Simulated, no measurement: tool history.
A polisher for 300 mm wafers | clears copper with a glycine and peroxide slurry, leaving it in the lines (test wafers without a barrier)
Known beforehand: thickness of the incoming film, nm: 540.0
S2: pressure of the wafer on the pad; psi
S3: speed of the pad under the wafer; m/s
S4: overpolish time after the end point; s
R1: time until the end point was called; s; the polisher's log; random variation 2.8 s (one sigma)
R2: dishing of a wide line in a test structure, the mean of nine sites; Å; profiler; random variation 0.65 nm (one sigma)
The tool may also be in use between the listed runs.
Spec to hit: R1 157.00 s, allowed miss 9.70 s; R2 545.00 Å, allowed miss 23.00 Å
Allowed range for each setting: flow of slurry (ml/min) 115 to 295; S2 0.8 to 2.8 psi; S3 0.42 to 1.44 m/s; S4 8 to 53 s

run 1 hour=0.0 | flow_of_slurry_(ml/min)=190 S2=1.8 S3=0.92 S4=27 | R1=200.80 R2=408.21
run 2 hour=4.3 | flow_of_slurry_(ml/min)=210 S2=1.8 S3=0.92 S4=27 | R1=210.24 R2=402.42
run 3 hour=6.0 | flow_of_slurry_(ml/min)=210 S2=1.5 S3=0.92 S4=27 | R1=235.47 R2=377.91
run 4 hour=10.2 | flow_of_slurry_(ml/min)=210 S2=1.5 S3=1.14 S4=27 | R1=213.14 R2=396.79
run 5 hour=12.7 | flow_of_slurry_(ml/min)=210 S2=1.6 S3=1.16 S4=28 | R1=199.18 R2=417.16
run 6 hour=15.1 | flow_of_slurry_(ml/min)=175 S2=1.6 S3=1.16 S4=28 | R1=204.72 R2=417.41
run 7 hour=16.6 | flow_of_slurry_(ml/min)=175 S2=1.7 S3=1.18 S4=29 | R1=195.77 R2=431.93
run 8 hour=21.5 | flow_of_slurry_(ml/min)=175 S2=1.8 S3=1.20 S4=30 | R1=181.93 R2=453.63
run 9 hour=26.5 | flow_of_slurry_(ml/min)=175 S2=1.8 S3=1.20 S4=31 | R1=189.13 R2=461.63
run 10 hour=29.2 | flow_of_slurry_(ml/min)=175 S2=1.9 S3=1.22 S4=32 | R1=169.52 R2=478.95
run 11 hour=31.0 | flow_of_slurry_(ml/min)=175 S2=1.9 S3=1.22 S4=33 | R1=174.62 R2=490.93
run 12 hour=35.9 | flow_of_slurry_(ml/min)=175 S2=1.9 S3=1.22 S4=34 | R1=170.98 R2=489.71
run 13 hour=37.7 | flow_of_slurry_(ml/min)=175 S2=1.9 S3=1.22 S4=35 | R1=178.60 R2=513.02
run 14 hour=39.5 | flow_of_slurry_(ml/min)=175 S2=2.0 S3=1.24 S4=35 | R1=168.02 R2=507.91

Next run, 5 choices. One meets every target within its allowed miss, the rest don't. Which?
run A hour=41.3 | flow_of_slurry_(ml/min)=155 S2=1.9 S3=0.98 S4=44 | R1=? R2=?
run B hour=41.3 | flow_of_slurry_(ml/min)=210 S2=2.2 S3=1.22 S4=38 | R1=? R2=?
run C hour=41.3 | flow_of_slurry_(ml/min)=115 S2=1.8 S3=1.32 S4=37 | R1=? R2=?
run D hour=41.3 | flow_of_slurry_(ml/min)=155 S2=1.9 S3=1.18 S4=34 | R1=? R2=?
run E hour=41.3 | flow_of_slurry_(ml/min)=130 S2=1.7 S3=1.40 S4=39 | R1=? R2=?

move=A R1=206.43 R2=523.52
move=B R1=160.59 R2=529.35
move=C R1=190.83 R2=492.76
move=D R1=188.58 R2=480.23
move=E R1=191.07 R2=502.20
A: corrects the largest miss of the last run, while another result sits out of spec
B: in spec on every target
C: the biggest miss grows against the last run
D: the biggest miss grows against the last run
E: the biggest miss grows against the last run
The right move is B.
